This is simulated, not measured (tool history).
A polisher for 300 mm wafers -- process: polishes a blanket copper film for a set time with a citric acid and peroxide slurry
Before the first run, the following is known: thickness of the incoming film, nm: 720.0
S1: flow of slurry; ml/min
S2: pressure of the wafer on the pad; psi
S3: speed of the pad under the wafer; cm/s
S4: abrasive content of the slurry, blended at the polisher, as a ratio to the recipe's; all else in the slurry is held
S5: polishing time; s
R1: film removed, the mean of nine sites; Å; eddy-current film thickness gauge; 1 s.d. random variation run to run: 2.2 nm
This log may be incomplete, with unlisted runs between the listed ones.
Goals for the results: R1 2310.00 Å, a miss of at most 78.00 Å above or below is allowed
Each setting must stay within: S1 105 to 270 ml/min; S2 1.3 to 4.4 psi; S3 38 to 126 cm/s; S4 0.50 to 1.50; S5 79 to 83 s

run,hour,S1,S2,S3,S4,S5,R1
1,0.0,175,2.8,82,1.00,79,1296.80
2,1.2,175,3.0,82,1.00,79,1371.50
3,9.0,210,3.0,82,1.00,79,1392.10
4,17.8,210,3.0,62,1.00,79,1102.10
5,21.6,235,3.0,62,1.00,79,1111.70
6,29.0,235,2.4,62,1.00,79,962.41
7,30.3,235,2.7,66,1.00,79,1085.60
8,39.2,240,3.5,88,1.05,79,1698.80
9,44.0,240,3.6,90,1.05,79,1782.50
# hour 47.7: worn pad replaced by a new one
10,47.7,240,3.7,90,1.05,79,1918.60

Below are 5 possible settings for the next run. Only one of them brings all results inside the allowed miss of their targets. Which is it?
A,51.4,200,3.8,92,1.15,83,?
B,51.4,220,3.8,72,0.85,80,?
C,51.4,225,4.0,92,1.20,81,?
D,51.4,235,3.4,110,1.10,83,?
E,51.4,190,4.1,104,1.20,83,?

move,R1
A,2097.40
B,1548.50
C,2176.70
D,2304.80
E,2477.10
A: closer than the last run, but not yet in spec
B: the biggest miss grows against the last run
C: closer than the last run, but not yet in spec
D: every result within its allowed miss
E: the result that was furthest off in the last run now lies on the other side of its target
Correct choice: D, which meets every target
